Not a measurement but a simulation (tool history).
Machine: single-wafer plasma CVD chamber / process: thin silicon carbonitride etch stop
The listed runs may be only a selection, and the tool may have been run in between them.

run  hour  RF power (W)  deposition time (s)  mean film thickness on the monitor wafer (Å)
  1     0           165                 15.4                                        81.917
  2   8.3           165                 14.5                                        76.932
  3  12.2           180                 14.5                                         79.27
  4  16.6           160                 14.5                                        76.084
  5  24.7           145                 14.5                                        73.562
  6  25.5           155                 14.5                                        74.245
  7  32.8           170                 14.8                                        79.212

The next listed run, before its measurement:
  8  38.4           195                 15.5                                             ?

Run 8 came out at mean film thickness on the monitor wafer (Å) 86.872.
